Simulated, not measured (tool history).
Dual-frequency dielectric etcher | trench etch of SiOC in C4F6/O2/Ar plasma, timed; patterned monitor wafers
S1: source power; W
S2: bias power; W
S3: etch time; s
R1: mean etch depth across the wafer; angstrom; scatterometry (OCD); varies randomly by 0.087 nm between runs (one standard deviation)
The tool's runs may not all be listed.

{"run": 1, "day": 0.0, "S1": 290, "S2": 237, "S3": 17.5, "R1": 331.85}
{"run": 2, "day": 0.092, "S1": 290, "S2": 253, "S3": 17.5, "R1": 340.6}
{"run": 3, "day": 0.221, "S1": 290, "S2": 253, "S3": 17.5, "R1": 341.22}
{"run": 4, "day": 0.333, "S1": 270, "S2": 237, "S3": 17.5, "R1": 318.86}
{"run": 5, "day": 0.692, "S1": 270, "S2": 237, "S3": 17.5, "R1": 320.72}
{"run": 6, "day": 0.883, "S1": 260, "S2": 227, "S3": 17.5, "R1": 307.26}
{"run": 7, "day": 1.221, "S1": 250, "S2": 221, "S3": 17.5, "R1": 302.24}
{"run": 8, "day": 1.504, "S1": 240, "S2": 213, "S3": 17.5, "R1": 289.36}
{"run": 9, "day": 1.608, "S1": 230, "S2": 209, "S3": 17.5, "R1": 279.85}
{"run": 10, "day": 1.633, "S1": 220, "S2": 207, "S3": 17.5, "R1": 272.51}
{"run": 11, "day": 1.738, "S1": 210, "S2": 206, "S3": 17.5, "R1": 267.2}
{"run": 12, "day": 2.004, "S1": 210, "S2": 205, "S3": 17.5, "R1": 266.07}

Estimate the outcome of run 13 from the log above:
{"run": 13, "day": 2.125, "S1": 210, "S2": 204, "S3": 17.5, "R1": "?"}

R1: 264.69 angstrom

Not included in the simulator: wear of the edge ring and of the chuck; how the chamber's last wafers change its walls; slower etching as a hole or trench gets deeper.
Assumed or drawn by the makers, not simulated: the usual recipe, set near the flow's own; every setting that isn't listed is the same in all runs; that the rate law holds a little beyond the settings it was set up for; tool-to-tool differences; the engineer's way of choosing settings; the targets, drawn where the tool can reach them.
